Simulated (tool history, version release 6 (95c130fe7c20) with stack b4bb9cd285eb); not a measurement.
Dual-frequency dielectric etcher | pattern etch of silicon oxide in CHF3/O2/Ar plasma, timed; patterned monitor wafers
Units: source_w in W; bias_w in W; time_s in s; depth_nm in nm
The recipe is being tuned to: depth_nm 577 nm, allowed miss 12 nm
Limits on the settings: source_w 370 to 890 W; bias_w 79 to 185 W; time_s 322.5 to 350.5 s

| run | hour | source_w | bias_w | time_s | depth_nm |
|---|---|---|---|---|---|
| 1 | 0 | 630 | 132 | 350.5 | 632.94 |
| 2 | 3.2 | 630 | 149 | 350.5 | 651.15 |
| 3 | 7.8 | 710 | 149 | 350.5 | 683.08 |
| 4 | 8.3 | 710 | 149 | 350.5 | 683.91 |
| 5 | 11 | 650 | 146 | 349.5 | 651.09 |
| 6 | 13.5 | 750 | 146 | 349.5 | 693.8 |
| 7 | 15.3 | 690 | 142 | 348.5 | 663.77 |
| 8 | 18.5 | 640 | 139 | 347.5 | 636.83 |

Exercise: of the 5 proposed moves below, exactly one satisfies all targets within the stated allowed misses. Which move is it?
| A | 21.7 | 550 | 108 | 341.5 | ? |
| B | 21.7 | 690 | 153 | 322.5 | ? |
| C | 21.7 | 590 | 156 | 332 | ? |
| D | 21.7 | 720 | 140 | 350.5 | ? |
| E | 21.7 | 580 | 122 | 339.5 | ? |

| move | depth_nm |
|---|---|
| A | 552.28 |
| B | 622.21 |
| C | 603.33 |
| D | 673.43 |
| E | 577.1 |
A: takes the biggest miss from the last run beyond its target
B: an improvement on the last run, though not all results are within tolerance
C: an improvement on the last run, though not all results are within tolerance
D: moves away from the targets compared with the last run
E: all results land within tolerance of their targets
The move that meets every target is E.
